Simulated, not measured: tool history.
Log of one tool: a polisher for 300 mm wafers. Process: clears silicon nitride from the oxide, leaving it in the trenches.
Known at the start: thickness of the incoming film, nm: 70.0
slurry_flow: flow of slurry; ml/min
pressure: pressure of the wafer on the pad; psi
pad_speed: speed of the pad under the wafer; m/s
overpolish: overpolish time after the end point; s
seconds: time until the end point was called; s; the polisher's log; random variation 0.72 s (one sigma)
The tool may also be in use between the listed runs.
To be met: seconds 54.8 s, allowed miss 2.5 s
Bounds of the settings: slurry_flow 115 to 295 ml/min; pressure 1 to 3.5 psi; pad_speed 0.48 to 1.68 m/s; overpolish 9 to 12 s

run 1 hour=0 | slurry_flow=190 pressure=2.2 pad_speed=1.08 overpolish=12 | seconds=74.369
run 2 hour=4 | slurry_flow=190 pressure=2.4 pad_speed=1.08 overpolish=12 | seconds=69.495
run 3 hour=8.9 | slurry_flow=190 pressure=2.1 pad_speed=1.08 overpolish=12 | seconds=75.248
run 4 hour=12.1 | slurry_flow=190 pressure=2.3 pad_speed=1.08 overpolish=12 | seconds=69.063
run 5 hour=16.8 | slurry_flow=165 pressure=2.3 pad_speed=1.08 overpolish=12 | seconds=73.4
run 6 hour=23.7 | slurry_flow=205 pressure=2.3 pad_speed=1.08 overpolish=12 | seconds=72.165
run 7 hour=28.2 | slurry_flow=205 pressure=2.5 pad_speed=1.1 overpolish=12 | seconds=65.657
run 8 hour=31.9 | slurry_flow=205 pressure=2.7 pad_speed=1.1 overpolish=12 | seconds=60.257
run 9 hour=39.7 | slurry_flow=205 pressure=2.8 pad_speed=1.1 overpolish=12 | seconds=58.397

5 next moves are on the table. One of them brings every result within its allowed miss. Which?
run A hour=47.5 | slurry_flow=185 pressure=2.8 pad_speed=1.04 overpolish=12 | seconds=?
run B hour=47.5 | slurry_flow=210 pressure=3.5 pad_speed=1.1 overpolish=12 | seconds=?
run C hour=47.5 | slurry_flow=225 pressure=2.8 pad_speed=1.18 overpolish=12 | seconds=?
run D hour=47.5 | slurry_flow=210 pressure=2.7 pad_speed=1.04 overpolish=12 | seconds=?
run E hour=47.5 | slurry_flow=205 pressure=2.7 pad_speed=1.1 overpolish=12 | seconds=?

move=A seconds=63.737
move=B seconds=49.773
move=C seconds=56.051
move=D seconds=64.866
move=E seconds=61.928
A: further off than the last run
B: takes the result that was furthest off past its target
C: meets every target
D: further off than the last run
E: further off than the last run
Move C is the one to make.
